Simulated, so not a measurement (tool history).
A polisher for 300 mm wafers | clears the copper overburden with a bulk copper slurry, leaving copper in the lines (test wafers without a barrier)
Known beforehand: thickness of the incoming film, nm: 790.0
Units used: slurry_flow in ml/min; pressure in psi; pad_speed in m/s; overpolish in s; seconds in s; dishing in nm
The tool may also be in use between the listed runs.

run	day	slurry_flow	pressure	pad_speed	slurry_solids	overpolish	seconds	dishing
1	0	235	3.4	0.94	1	20	61.417	104.01
2	0.367	235	3.2	0.94	1	20	66.137	103.6
3	0.488	235	3	0.94	1	19	69.617	96.898
4	0.546	235	2.8	0.94	1	19	74.831	91.563
5	0.754	235	2.8	0.94	1	14	75.338	78.751
6	0.925	235	2.8	0.94	1	18	75.824	87.048
7	1.15	235	2.7	0.94	1	18	79.998	85.862
8	1.238	235	2.6	0.94	1	18	80.787	83.752
9	1.346	235	2.5	0.94	1	18	81.894	82.623
10	1.467	235	1.5	0.9	1	20	140.59	60.935

Forecast run 11:
11	1.521	235	1.6	0.9	1	20	?	?

seconds: 131.64 s
dishing: 64.474 nm

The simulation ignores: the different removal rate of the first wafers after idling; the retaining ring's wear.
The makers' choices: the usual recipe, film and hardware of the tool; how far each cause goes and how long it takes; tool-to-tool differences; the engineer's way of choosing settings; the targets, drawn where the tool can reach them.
